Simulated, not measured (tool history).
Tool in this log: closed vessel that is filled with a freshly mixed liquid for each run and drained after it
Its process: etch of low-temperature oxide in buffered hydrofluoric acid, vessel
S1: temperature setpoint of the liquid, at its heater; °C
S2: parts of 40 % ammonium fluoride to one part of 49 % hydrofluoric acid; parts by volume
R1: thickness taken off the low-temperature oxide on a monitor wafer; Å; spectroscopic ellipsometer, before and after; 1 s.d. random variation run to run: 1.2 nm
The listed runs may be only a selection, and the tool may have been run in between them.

run 1 hour=0.0 | S1=20.0 S2=21.0 time_in_the_liquid_(s)=95 | R1=1309.9
run 2 hour=9.0 | S1=20.0 S2=21.0 time_in_the_liquid_(s)=95 | R1=1311.7
run 3 hour=16.6 | S1=20.0 S2=16.0 time_in_the_liquid_(s)=95 | R1=1694.6
run 4 hour=18.5 | S1=21.0 S2=16.0 time_in_the_liquid_(s)=95 | R1=1795.1
-- hour=23.4 thermometer replaced
run 5 hour=23.4 | S1=21.0 S2=16.0 time_in_the_liquid_(s)=95 | R1=1948.5
run 6 hour=32.7 | S1=21.5 S2=16.0 time_in_the_liquid_(s)=95 | R1=1973.5

The next listed run, before its measurement:
run 7 hour=37.9 | S1=21.5 S2=16.0 time_in_the_liquid_(s)=95 | R1=?

R1: 1994.7 Å
